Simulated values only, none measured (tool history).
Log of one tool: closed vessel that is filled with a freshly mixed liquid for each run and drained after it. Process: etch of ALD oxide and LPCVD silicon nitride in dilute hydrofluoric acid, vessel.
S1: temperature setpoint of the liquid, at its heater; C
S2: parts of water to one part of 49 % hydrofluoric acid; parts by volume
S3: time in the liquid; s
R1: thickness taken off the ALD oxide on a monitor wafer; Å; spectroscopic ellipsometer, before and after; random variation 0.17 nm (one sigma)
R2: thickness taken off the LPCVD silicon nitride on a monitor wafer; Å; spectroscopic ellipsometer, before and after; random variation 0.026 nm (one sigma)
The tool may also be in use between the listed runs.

{"run": 1, "hour": 0.0, "S1": 22.0, "S2": 45, "S3": 180, "R1": 416.98, "R2": 14.911}
{"run": 2, "hour": 4.2, "S1": 22.0, "S2": 50, "S3": 180, "R1": 375.19, "R2": 13.398}
{"run": 3, "hour": 5.6, "S1": 21.0, "S2": 50, "S3": 180, "R1": 357.52, "R2": 12.754}
{"run": 4, "hour": 9.8, "S1": 21.0, "S2": 40, "S3": 180, "R1": 454.48, "R2": 15.402}
{"run": 5, "hour": 18.0, "S1": 21.0, "S2": 40, "S3": 105, "R1": 265.53, "R2": 9.3761}
{"run": 6, "hour": 20.2, "S1": 21.5, "S2": 40, "S3": 105, "R1": 269.87, "R2": 9.2785}
{"run": 7, "hour": 23.4, "S1": 22.0, "S2": 40, "S3": 105, "R1": 277.03, "R2": 9.9972}

The next listed run, before its measurement:
{"run": 8, "hour": 24.8, "S1": 22.5, "S2": 35, "S3": 105, "R1": "?", "R2": "?"}

R1: 325.14 Å
R2: 11.4520 Å
